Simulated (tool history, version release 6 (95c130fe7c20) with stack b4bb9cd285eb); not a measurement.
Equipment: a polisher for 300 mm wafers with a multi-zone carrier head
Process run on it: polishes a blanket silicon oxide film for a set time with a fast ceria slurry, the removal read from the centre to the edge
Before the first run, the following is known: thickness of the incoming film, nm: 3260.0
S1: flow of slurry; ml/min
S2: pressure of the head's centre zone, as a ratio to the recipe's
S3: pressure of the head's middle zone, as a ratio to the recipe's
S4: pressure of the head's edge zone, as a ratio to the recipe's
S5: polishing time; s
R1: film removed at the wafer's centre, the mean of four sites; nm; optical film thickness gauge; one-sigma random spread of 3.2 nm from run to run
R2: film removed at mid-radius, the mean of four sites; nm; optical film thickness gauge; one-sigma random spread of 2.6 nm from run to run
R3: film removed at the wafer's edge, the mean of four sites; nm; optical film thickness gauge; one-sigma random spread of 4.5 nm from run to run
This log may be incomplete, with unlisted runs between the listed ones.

run	day	S1	S2	S3	S4	S5	R1	R2	R3
1	0	185	1	1	1	41	549.44	554.26	550.88
2	0.129	185	1	1.07	1	41	556.87	586.99	545.19
3	0.354	185	1	1.05	0.97	39	530.41	552.5	512.91
4	0.404	215	1	1.05	0.97	39	544.35	563.85	520.56
5	0.592	215	1	1.05	1.04	39	545.3	562.75	547.22
6	0.95	215	1	1.05	1.1	39	537.63	561.75	560.79
7	1.188	210	1	1.03	1.06	37	509.31	527.74	512.94

Forecast run 8:
8	1.4	200	0.99	1	1.03	36	?	?	?

Run 8 yielded R1 488.95 nm, R2 497.98 nm, R3 486.18 nm.
